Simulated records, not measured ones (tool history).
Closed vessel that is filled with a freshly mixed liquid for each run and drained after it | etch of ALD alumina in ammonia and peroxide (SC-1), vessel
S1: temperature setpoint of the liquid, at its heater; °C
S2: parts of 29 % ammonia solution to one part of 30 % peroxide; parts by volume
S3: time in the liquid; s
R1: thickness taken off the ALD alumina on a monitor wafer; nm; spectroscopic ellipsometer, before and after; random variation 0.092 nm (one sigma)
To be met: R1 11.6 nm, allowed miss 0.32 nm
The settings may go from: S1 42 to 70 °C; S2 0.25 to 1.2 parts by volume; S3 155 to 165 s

run,day,S1,S2,S3,R1
1,0,58,0.95,155,21.256
2,0.108,58,0.95,155,21.148
3,0.196,55.5,0.95,155,18.779
4,0.329,62,0.95,155,26.09
5,0.717,62,1.15,155,26.396
6,0.879,59,1.15,155,22.962
7,1.029,56.5,1.15,155,20.14
8,1.258,54.5,1.15,155,17.805
9,1.329,53,1.15,155,16.536
10,1.612,51.5,1.15,155,15.16
11,1.925,50.5,1.15,155,14.427
12,2.283,50.5,1.15,155,14.401
13,2.5,45.5,1.15,155,10.97

Which of these 4 next moves meets every target?
A,2.717,47,0.85,165,?
B,2.717,45.5,0.6,165,?
C,2.717,46.5,1.2,155,?
D,2.717,45.5,1.05,155,?

move,R1
A,12.337
B,10.964
C,11.645
D,10.865
A: takes the result that was furthest off past its target
B: as far off as the last run
C: meets every target
D: further off than the last run
Move C is the one to make.
